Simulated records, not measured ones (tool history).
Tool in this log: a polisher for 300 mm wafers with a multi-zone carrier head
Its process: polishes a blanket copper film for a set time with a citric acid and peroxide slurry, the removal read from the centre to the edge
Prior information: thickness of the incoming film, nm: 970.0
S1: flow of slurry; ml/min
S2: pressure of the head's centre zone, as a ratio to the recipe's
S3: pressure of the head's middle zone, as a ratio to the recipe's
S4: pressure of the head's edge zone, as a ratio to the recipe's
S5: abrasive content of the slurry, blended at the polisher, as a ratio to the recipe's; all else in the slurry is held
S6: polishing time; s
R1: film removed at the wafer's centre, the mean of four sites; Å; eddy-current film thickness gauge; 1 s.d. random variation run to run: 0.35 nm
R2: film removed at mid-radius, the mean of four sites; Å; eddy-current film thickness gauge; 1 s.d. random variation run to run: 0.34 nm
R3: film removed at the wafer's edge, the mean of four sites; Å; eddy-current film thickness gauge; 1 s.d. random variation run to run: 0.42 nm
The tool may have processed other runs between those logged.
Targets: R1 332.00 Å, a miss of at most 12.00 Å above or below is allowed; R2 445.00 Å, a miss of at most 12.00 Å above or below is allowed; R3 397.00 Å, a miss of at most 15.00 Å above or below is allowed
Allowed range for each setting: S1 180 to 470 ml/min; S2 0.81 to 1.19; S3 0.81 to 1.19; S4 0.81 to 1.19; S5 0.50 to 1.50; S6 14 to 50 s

Run 1, hour 0.0: S1 300 ml/min, S2 1.00, S3 1.00, S4 1.00, S5 1.00, S6 32 s. Result: R1 560.57 Å, R2 570.08 Å, R3 558.42 Å.
Run 2, hour 4.2: S1 300 ml/min, S2 1.00, S3 1.03, S4 1.00, S5 1.00, S6 32 s. Result: R1 566.66 Å, R2 579.28 Å, R3 563.23 Å.
Run 3, hour 5.8: S1 280 ml/min, S2 0.93, S3 1.07, S4 0.98, S5 0.85, S6 30 s. Result: R1 474.13 Å, R2 538.94 Å, R3 485.70 Å.
Run 4, hour 14.1: S1 280 ml/min, S2 0.93, S3 1.07, S4 0.93, S5 0.85, S6 30 s. Result: R1 458.58 Å, R2 539.31 Å, R3 474.49 Å.
Run 5, hour 23.0: S1 280 ml/min, S2 0.93, S3 1.07, S4 0.93, S5 0.85, S6 25 s. Result: R1 395.31 Å, R2 450.92 Å, R3 406.28 Å.
Run 6, hour 25.3: S1 280 ml/min, S2 0.97, S3 1.07, S4 0.93, S5 0.85, S6 25 s. Result: R1 405.67 Å, R2 451.12 Å, R3 401.72 Å.
Run 7, hour 31.8: S1 230 ml/min, S2 0.87, S3 1.14, S4 0.98, S5 0.60, S6 24 s. Result: R1 317.15 Å, R2 398.65 Å, R3 350.18 Å.
Run 8, hour 36.0: S1 265 ml/min, S2 0.85, S3 1.15, S4 1.02, S5 0.65, S6 24 s. Result: R1 319.69 Å, R2 417.32 Å, R3 366.61 Å.
Run 9, hour 44.8: S1 290 ml/min, S2 0.85, S3 1.15, S4 1.04, S5 0.70, S6 24 s. Result: R1 324.99 Å, R2 436.88 Å, R3 382.96 Å.

Exercise: of the 5 proposed moves below, exactly one satisfies all targets within the stated allowed misses. Which move is it?
Run A, hour 53.6: S1 390 ml/min, S2 0.83, S3 1.13, S4 1.06, S5 0.65, S6 25 s. Result: R1 ?, R2 ?, R3 ?.
Run B, hour 53.6: S1 335 ml/min, S2 0.91, S3 1.18, S4 0.97, S5 0.60, S6 25 s. Result: R1 ?, R2 ?, R3 ?.
Run C, hour 53.6: S1 290 ml/min, S2 0.86, S3 1.18, S4 1.00, S5 0.60, S6 24 s. Result: R1 ?, R2 ?, R3 ?.
Run D, hour 53.6: S1 305 ml/min, S2 0.81, S3 1.19, S4 1.07, S5 0.60, S6 24 s. Result: R1 ?, R2 ?, R3 ?.
Run E, hour 53.6: S1 305 ml/min, S2 0.87, S3 1.19, S4 1.05, S5 0.70, S6 25 s. Result: R1 ?, R2 ?, R3 ?.

move      R1      R2      R3
   A  338.94  441.68  388.38
   B  357.80  441.32  362.91
   C  319.63  418.05  348.58
   D  302.56  423.29  358.65
   E  355.53  462.66  389.37
A: each result inside its tolerance
B: moves away from the targets compared with the last run
C: moves away from the targets compared with the last run
D: moves away from the targets compared with the last run
E: meets the target for the result that was furthest off, but another lies outside its allowed miss
Correct choice: A, which meets every target
